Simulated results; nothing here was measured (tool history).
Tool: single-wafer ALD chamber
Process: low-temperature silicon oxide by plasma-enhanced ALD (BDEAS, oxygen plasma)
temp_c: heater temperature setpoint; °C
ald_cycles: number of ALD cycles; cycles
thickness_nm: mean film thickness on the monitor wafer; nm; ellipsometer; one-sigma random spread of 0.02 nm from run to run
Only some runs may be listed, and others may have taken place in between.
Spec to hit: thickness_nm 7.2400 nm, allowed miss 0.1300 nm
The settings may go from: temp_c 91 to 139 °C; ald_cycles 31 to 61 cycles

Run 1, hour 0.0: temp_c 115 °C, ald_cycles 46 cycles. Result: thickness_nm 6.3225 nm.
Run 2, hour 6.2: temp_c 113 °C, ald_cycles 48 cycles. Result: thickness_nm 6.6269 nm.
Run 3, hour 14.0: temp_c 112 °C, ald_cycles 49 cycles. Result: thickness_nm 6.7717 nm.
Run 4, hour 14.5: temp_c 123 °C, ald_cycles 49 cycles. Result: thickness_nm 6.5809 nm.
Run 5, hour 15.9: temp_c 133 °C, ald_cycles 49 cycles. Result: thickness_nm 6.4574 nm.
Run 6, hour 17.9: temp_c 129 °C, ald_cycles 50 cycles. Result: thickness_nm 6.6061 nm.
Run 7, hour 20.8: temp_c 124 °C, ald_cycles 51 cycles. Result: thickness_nm 6.8847 nm.
Run 8, hour 25.5: temp_c 122 °C, ald_cycles 51 cycles. Result: thickness_nm 6.9024 nm.
Run 9, hour 28.5: temp_c 120 °C, ald_cycles 51 cycles. Result: thickness_nm 6.9136 nm.

5 next moves are on the table. One of them brings every result within its allowed miss. Which?
Run A, hour 31.5: temp_c 121 °C, ald_cycles 49 cycles. Result: thickness_nm ?.
Run B, hour 31.5: temp_c 118 °C, ald_cycles 49 cycles. Result: thickness_nm ?.
Run C, hour 31.5: temp_c 128 °C, ald_cycles 54 cycles. Result: thickness_nm ?.
Run D, hour 31.5: temp_c 117 °C, ald_cycles 48 cycles. Result: thickness_nm ?.
Run E, hour 31.5: temp_c 125 °C, ald_cycles 50 cycles. Result: thickness_nm ?.

move  thickness_nm
   A        6.6078
   B        6.6502
   C        7.1728
   D        6.5284
   E        6.6848
A: further off than the last run
B: further off than the last run
C: every result within its allowed miss
D: further off than the last run
E: further off than the last run
Answer: C
